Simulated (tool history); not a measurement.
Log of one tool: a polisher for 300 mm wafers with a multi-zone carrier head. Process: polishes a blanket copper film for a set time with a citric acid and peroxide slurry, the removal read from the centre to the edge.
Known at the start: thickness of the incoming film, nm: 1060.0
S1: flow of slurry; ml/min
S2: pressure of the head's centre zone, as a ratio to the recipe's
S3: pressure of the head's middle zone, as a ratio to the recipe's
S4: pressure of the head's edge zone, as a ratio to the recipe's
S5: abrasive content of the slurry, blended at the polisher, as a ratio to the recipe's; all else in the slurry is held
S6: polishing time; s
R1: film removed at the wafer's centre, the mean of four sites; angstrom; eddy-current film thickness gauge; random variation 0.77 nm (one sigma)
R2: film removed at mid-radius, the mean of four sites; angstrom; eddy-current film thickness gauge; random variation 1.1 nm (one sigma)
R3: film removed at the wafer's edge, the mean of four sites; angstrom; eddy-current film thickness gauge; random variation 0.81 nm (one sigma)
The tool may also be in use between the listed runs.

run  hour   S1    S2    S3    S4    S5  S6      R1      R2      R3
  1     0  290     1     1     1     1  89  1868.4  1846.9  1790.9
  2   7.3  290  0.97     1     1     1  89  1798.5  1882.4  1780.4
  3   7.8  315  0.97     1     1     1  89  1833.2  1847.1  1786.6
  4  14.3  325  0.95  0.98  0.98   0.9  83  1649.7  1680.9  1641.1
  5  17.2  325  0.91  0.98  0.98   0.9  83  1585.2  1690.3  1635.4
  6  21.5  325  0.91  0.97  0.96  0.85  77  1447.7  1522.3    1457
  7    30  315   0.9  0.94  0.94   0.8  75  1365.4    1429  1418.8
  8  32.2  320   0.9  0.94  0.92  0.75  71  1287.9  1345.2  1316.8
  9  37.3  325   0.9  0.93   0.9   0.7  68  1226.8  1269.7  1218.4
 10  42.2  325   0.9  0.92  0.89  0.65  67  1185.2  1229.9  1196.6
 11  47.1  325   0.9  0.91  0.88   0.6  65  1120.7  1147.3  1119.4
 12  54.7  320   0.9   0.9  0.87   0.6  65  1147.1  1147.7  1139.7
 13  59.7  320   0.9   0.9  0.86   0.6  64  1115.3  1132.2  1107.9

The next listed run, before its measurement:
 14  66.5  320  0.9  0.9  0.85  0.6  63   ?   ?   ?

R1: 1094.7 angstrom
R2: 1108.8 angstrom
R3: 1096.9 angstrom
